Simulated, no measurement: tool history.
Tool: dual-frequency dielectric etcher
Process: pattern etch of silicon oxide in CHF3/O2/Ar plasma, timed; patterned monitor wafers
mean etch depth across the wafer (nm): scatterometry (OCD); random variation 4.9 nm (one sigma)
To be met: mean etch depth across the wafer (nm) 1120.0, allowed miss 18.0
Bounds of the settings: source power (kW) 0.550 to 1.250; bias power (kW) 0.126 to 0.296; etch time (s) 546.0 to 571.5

run	hour	source power (kW)	bias power (kW)	etch time (s)	mean etch depth across the wafer (nm)
1	0.0	0.900	0.211	546.0	1399.7
2	5.2	1.050	0.211	546.0	1512.4
3	8.9	1.180	0.211	546.0	1589.4
4	13.8	1.180	0.211	571.5	1667.4
5	21.4	1.030	0.188	566.0	1510.9
6	22.3	0.920	0.188	566.0	1428.8
7	27.5	0.740	0.146	560.0	1213.7
8	33.6	0.560	0.140	559.5	1024.5
9	35.1	0.590	0.141	559.5	1065.4
10	41.2	0.610	0.141	559.5	1086.4
11	47.6	0.620	0.141	559.5	1083.5
12	53.9	0.630	0.141	559.5	1101.7

Which of these 4 next moves meets every target?
A	60.2	0.640	0.127	554.5	?
B	60.2	0.630	0.151	558.5	?
C	60.2	0.570	0.146	571.5	?
D	60.2	0.620	0.135	560.5	?

move	mean etch depth across the wafer (nm)
A	1079.3
B	1116.3
C	1075.2
D	1085.7
A: further off than the last run
B: meets every target
C: further off than the last run
D: further off than the last run
Move B is the one to make.
